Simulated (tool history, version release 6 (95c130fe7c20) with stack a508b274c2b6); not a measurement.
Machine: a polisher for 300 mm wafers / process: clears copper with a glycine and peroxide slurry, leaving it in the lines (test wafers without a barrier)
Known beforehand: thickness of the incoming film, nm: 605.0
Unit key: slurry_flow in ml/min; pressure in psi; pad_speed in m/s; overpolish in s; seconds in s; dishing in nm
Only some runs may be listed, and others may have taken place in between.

run,hour,slurry_flow,pressure,pad_speed,overpolish,seconds,dishing
1,0.0,285,2.3,1.02,20,126.62,54.086
2,7.3,285,2.0,1.02,20,141.54,50.107
3,10.6,285,1.5,1.02,20,170.07,42.771
4,15.8,245,1.5,1.02,20,171.82,41.828
5,22.0,290,1.5,1.02,20,171.67,41.999
6,24.7,290,1.5,1.00,17,175.91,36.581
7,33.2,290,1.5,1.02,16,175.27,35.243
8,41.6,290,1.5,1.04,15,168.80,33.978

Run 9, settings as shown, results not yet in. Your forecast:
9,45.0,290,1.4,1.04,14,?,?

{"run 9": {"seconds": 180.75, "dishing": 31.037}}
